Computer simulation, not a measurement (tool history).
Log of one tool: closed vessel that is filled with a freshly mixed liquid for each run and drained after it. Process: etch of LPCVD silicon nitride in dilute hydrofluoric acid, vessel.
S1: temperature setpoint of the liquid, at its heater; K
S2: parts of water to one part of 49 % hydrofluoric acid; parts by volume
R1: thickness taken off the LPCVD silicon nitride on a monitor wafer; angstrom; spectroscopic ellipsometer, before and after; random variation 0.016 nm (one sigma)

Run 1, hour 0.0: S1 294.15 K, S2 250 parts by volume, time in the liquid (s) 565. Result: R1 8.7433 angstrom.
Run 2, hour 7.7: S1 296.15 K, S2 245 parts by volume, time in the liquid (s) 565. Result: R1 10.0770 angstrom.
Run 3, hour 10.0: S1 296.15 K, S2 245 parts by volume, time in the liquid (s) 360. Result: R1 6.3353 angstrom.
Run 4, hour 18.8: S1 296.15 K, S2 195 parts by volume, time in the liquid (s) 390. Result: R1 8.5712 angstrom.
Run 5, hour 20.0: S1 296.15 K, S2 195 parts by volume, time in the liquid (s) 360. Result: R1 7.9155 angstrom.
Run 6, hour 28.4: S1 293.65 K, S2 195 parts by volume, time in the liquid (s) 360. Result: R1 6.8231 angstrom.

Run 7 comes next. What will it give?
Run 7, hour 33.5: S1 295.65 K, S2 155 parts by volume, time in the liquid (s) 370. Result: R1 ?.

Run 7 gave R1 9.9181 angstrom.
